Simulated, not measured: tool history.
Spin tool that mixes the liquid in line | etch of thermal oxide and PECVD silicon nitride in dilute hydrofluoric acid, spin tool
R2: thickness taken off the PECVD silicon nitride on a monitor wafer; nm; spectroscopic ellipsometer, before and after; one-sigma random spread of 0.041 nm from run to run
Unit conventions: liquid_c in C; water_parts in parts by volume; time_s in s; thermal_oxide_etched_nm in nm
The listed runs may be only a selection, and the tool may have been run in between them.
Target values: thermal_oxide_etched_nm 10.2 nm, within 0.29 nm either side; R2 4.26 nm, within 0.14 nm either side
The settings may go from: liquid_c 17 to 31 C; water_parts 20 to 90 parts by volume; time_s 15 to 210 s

run 1 day=0 | liquid_c=23 water_parts=50 time_s=105 | thermal_oxide_etched_nm=9.0539 R2=3.6346
run 2 day=0.271 | liquid_c=23 water_parts=35 time_s=105 | thermal_oxide_etched_nm=13.46 R2=5.1416
run 3 day=0.533 | liquid_c=23 water_parts=25 time_s=105 | thermal_oxide_etched_nm=18.649 R2=7.1582
run 4 day=0.608 | liquid_c=23 water_parts=25 time_s=145 | thermal_oxide_etched_nm=26.141 R2=9.7418
run 5 day=0.708 | liquid_c=23 water_parts=25 time_s=185 | thermal_oxide_etched_nm=32.662 R2=12.363
run 6 day=0.817 | liquid_c=23 water_parts=40 time_s=185 | thermal_oxide_etched_nm=20.167 R2=7.9897
run 7 day=1.167 | liquid_c=22.5 water_parts=45 time_s=190 | thermal_oxide_etched_nm=17.877 R2=6.901
run 8 day=1.288 | liquid_c=23 water_parts=50 time_s=190 | thermal_oxide_etched_nm=16.444 R2=6.5193
run 9 day=1.625 | liquid_c=23 water_parts=55 time_s=190 | thermal_oxide_etched_nm=14.87 R2=5.9017
run 10 day=1.742 | liquid_c=23 water_parts=60 time_s=190 | thermal_oxide_etched_nm=13.493 R2=5.4081
run 11 day=1.917 | liquid_c=23 water_parts=65 time_s=190 | thermal_oxide_etched_nm=12.342 R2=5.0337
run 12 day=2.062 | liquid_c=23 water_parts=70 time_s=190 | thermal_oxide_etched_nm=11.328 R2=4.7012
run 13 day=2.129 | liquid_c=23 water_parts=70 time_s=190 | thermal_oxide_etched_nm=11.416 R2=4.7122
run 14 day=2.15 | liquid_c=23 water_parts=75 time_s=190 | thermal_oxide_etched_nm=10.592 R2=4.4285

Exactly one of the 4 candidate moves below puts every result within its allowed miss. Which one?
run A day=2.171 | liquid_c=21 water_parts=65 time_s=185 | thermal_oxide_etched_nm=? R2=?
run B day=2.171 | liquid_c=23.5 water_parts=75 time_s=190 | thermal_oxide_etched_nm=? R2=?
run C day=2.171 | liquid_c=28.5 water_parts=90 time_s=170 | thermal_oxide_etched_nm=? R2=?
run D day=2.171 | liquid_c=23.5 water_parts=80 time_s=190 | thermal_oxide_etched_nm=? R2=?

move=A thermal_oxide_etched_nm=10.991 R2=4.3386
move=B thermal_oxide_etched_nm=10.709 R2=4.5872
move=C thermal_oxide_etched_nm=9.5336 R2=4.7509
move=D thermal_oxide_etched_nm=9.9763 R2=4.305
A: lands further from the targets than the last run did
B: lands further from the targets than the last run did
C: takes the biggest miss from the last run beyond its target
D: every result within its allowed miss
So the answer is move D, the one that meets all the targets.
